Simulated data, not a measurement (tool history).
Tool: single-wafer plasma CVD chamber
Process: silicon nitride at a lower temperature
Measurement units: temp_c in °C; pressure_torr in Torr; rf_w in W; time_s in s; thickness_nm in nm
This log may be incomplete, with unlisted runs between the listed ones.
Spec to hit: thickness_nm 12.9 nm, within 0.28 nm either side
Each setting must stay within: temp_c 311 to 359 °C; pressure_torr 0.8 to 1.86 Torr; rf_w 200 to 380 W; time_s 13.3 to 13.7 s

run  hour  temp_c  pressure_torr  rf_w  time_s  thickness_nm
  1     0     335           1.33   290    13.3        14.545
  2   0.6     335           1.33   290    13.3        14.514
  3   1.3     335           1.28   290    13.3        14.329
  4   5.3     335           1.28   315    13.3        14.886
  5  10.1     335           1.22   310    13.3        14.443
  6  14.8     335           1.18   310    13.3        14.275
  7  19.6     335           1.14   310    13.3        13.988
  8  21.4     335           1.11   310    13.3        13.737
  9  28.3     335           1.09   310    13.3        13.711
 10  32.9     335           1.07   310    13.3        13.521
 11    37     335           1.06   310    13.3        13.496
 12  39.5     335           1.06   310    13.3        13.514
 13    40     335           1.04   310    13.3        13.353
 14    47     335           1.03   310    13.3        13.292
 15  54.6     335           1.02   310    13.3        13.189

Exercise: of the 5 proposed moves below, exactly one satisfies all targets within the stated allowed misses. Which move is it?
  A  62.2     329           0.91   345    13.3             ?
  B  62.2     344            1.1   290    13.6             ?
  C  62.2     336           1.03   305    13.7             ?
  D  62.2     342           1.06   315    13.7             ?
  E  62.2     334           1.07   300    13.7             ?

move  thickness_nm
   A        12.975
   B        13.537
   C        13.544
   D        13.943
   E         13.73
A: every result lands within tolerance
B: its largest miss is bigger than the last run's
C: its largest miss is bigger than the last run's
D: its largest miss is bigger than the last run's
E: its largest miss is bigger than the last run's
So the answer is move A, the one that meets all the targets.
